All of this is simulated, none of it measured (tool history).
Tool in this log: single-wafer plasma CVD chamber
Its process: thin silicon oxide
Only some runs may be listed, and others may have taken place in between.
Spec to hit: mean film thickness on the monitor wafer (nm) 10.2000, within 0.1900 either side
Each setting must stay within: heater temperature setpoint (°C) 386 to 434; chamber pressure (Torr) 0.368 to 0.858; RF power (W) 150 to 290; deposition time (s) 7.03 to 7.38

run  hour  heater temperature setpoint (°C)  chamber pressure (Torr)  RF power (W)  deposition time (s)  mean film thickness on the monitor wafer (nm)
  1   0.0                               410                    0.613           220                 7.38                                         8.5471
  2   2.3                               410                    0.613           235                 7.38                                         8.7762
  3  11.2                               410                    0.613           235                 7.38                                         8.8611
  4  15.9                               410                    0.675           235                 7.38                                         9.4369
  5  17.7                               401                    0.675           235                 7.38                                         9.4940
  6  24.2                               401                    0.675           235                 7.03                                         9.0355
     30.2  -- RF generator calibrated
  7  30.2                               401                    0.689           235                 7.03                                         9.4356
  8  36.7                               401                    0.697           235                 7.03                                         9.4037
  9  40.8                               401                    0.706           235                 7.03                                         9.5507
 10  44.0                               401                    0.713           235                 7.03                                         9.6375
 11  52.7                               401                    0.719           235                 7.03                                         9.8159
 12  55.6                               401                    0.744           235                 7.03                                         9.9854
 13  63.8                               401                    0.747           235                 7.03                                         9.9577

Exercise: of the 5 proposed moves below, exactly one satisfies all targets within the stated allowed misses. Which move is it?
  A  72.0                               399                    0.714           240                 7.03                                              ?
  B  72.0                               395                    0.674           235                 7.38                                              ?
  C  72.0                               411                    0.720           240                 7.38                                              ?
  D  72.0                               398                    0.666           260                 7.11                                              ?
  E  72.0                               395                    0.613           260                 7.38                                              ?

move  mean film thickness on the monitor wafer (nm)
   A                                         9.7661
   B                                         9.7653
   C                                        10.2300
   D                                         9.7100
   E                                         9.5164
A: further off than the last run
B: further off than the last run
C: each result inside its tolerance
D: further off than the last run
E: further off than the last run
Go with C: it meets all targets.

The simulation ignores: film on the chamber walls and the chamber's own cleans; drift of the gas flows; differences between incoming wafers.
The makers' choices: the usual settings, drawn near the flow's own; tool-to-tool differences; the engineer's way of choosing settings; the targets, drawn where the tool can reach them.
